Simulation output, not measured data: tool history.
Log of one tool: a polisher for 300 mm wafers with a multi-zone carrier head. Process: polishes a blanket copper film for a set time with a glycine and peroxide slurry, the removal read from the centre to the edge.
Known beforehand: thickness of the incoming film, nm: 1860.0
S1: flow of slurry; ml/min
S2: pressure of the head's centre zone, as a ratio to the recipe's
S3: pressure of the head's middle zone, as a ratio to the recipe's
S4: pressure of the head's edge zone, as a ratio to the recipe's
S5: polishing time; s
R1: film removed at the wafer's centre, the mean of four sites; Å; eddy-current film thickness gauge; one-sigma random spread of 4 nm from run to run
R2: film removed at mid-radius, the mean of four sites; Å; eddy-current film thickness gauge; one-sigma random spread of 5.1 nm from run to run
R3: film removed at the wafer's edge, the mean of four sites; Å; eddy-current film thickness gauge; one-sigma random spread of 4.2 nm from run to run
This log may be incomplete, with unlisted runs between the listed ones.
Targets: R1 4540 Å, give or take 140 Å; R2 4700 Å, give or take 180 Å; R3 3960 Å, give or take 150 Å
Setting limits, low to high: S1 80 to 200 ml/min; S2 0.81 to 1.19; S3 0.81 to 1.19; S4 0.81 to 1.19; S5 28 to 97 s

run 1 hour=0 | S1=130 S2=1 S3=1 S4=1 S5=62 | R1=2990.8 R2=2955 R3=2933.2
run 2 hour=3.8 | S1=130 S2=1 S3=1 S4=1 S5=75 | R1=3605.9 R2=3597.6 R3=3568.9
run 3 hour=11.3 | S1=130 S2=1 S3=1 S4=1 S5=61 | R1=2983 R2=2865.5 R3=2877.8
run 4 hour=15.2 | S1=130 S2=1 S3=0.97 S4=1 S5=61 | R1=2939.7 R2=2826.3 R3=2888
run 5 hour=18.7 | S1=135 S2=1.01 S3=1 S4=1 S5=63 | R1=3099.3 R2=3019.4 R3=3079.3
run 6 hour=23.6 | S1=135 S2=1.03 S3=1.03 S4=0.97 S5=65 | R1=3261 R2=3196.5 R3=3125.9
run 7 hour=30 | S1=140 S2=1.04 S3=1.05 S4=0.95 S5=66 | R1=3392.2 R2=3328.7 R3=3189.3
run 8 hour=38.8 | S1=175 S2=1.1 S3=1.15 S4=0.94 S5=77 | R1=4417 R2=4357.5 R3=3758.4

Next run, 4 choices. One meets every target within its allowed miss, the rest don't. Which?
run A hour=47.6 | S1=165 S2=1.05 S3=1.19 S4=0.95 S5=80 | R1=? R2=? R3=?
run B hour=47.6 | S1=180 S2=1.04 S3=1.03 S4=1.01 S5=79 | R1=? R2=? R3=?
run C hour=47.6 | S1=175 S2=1.1 S3=1.19 S4=0.98 S5=80 | R1=? R2=? R3=?
run D hour=47.6 | S1=165 S2=1.19 S3=1.19 S4=0.93 S5=70 | R1=? R2=? R3=?

move=A R1=4226.5 R2=4601.3 R3=3856.5
move=B R1=4202.4 R2=4076.5 R3=3963.8
move=C R1=4470.4 R2=4648.5 R3=3938.8
move=D R1=4167.8 R2=4023.5 R3=3344
A: puts the biggest miss on target and leaves a different result outside tolerance
B: lands further from the targets than the last run did
C: every result within its allowed miss
D: lands further from the targets than the last run did
The move that meets every target is C.

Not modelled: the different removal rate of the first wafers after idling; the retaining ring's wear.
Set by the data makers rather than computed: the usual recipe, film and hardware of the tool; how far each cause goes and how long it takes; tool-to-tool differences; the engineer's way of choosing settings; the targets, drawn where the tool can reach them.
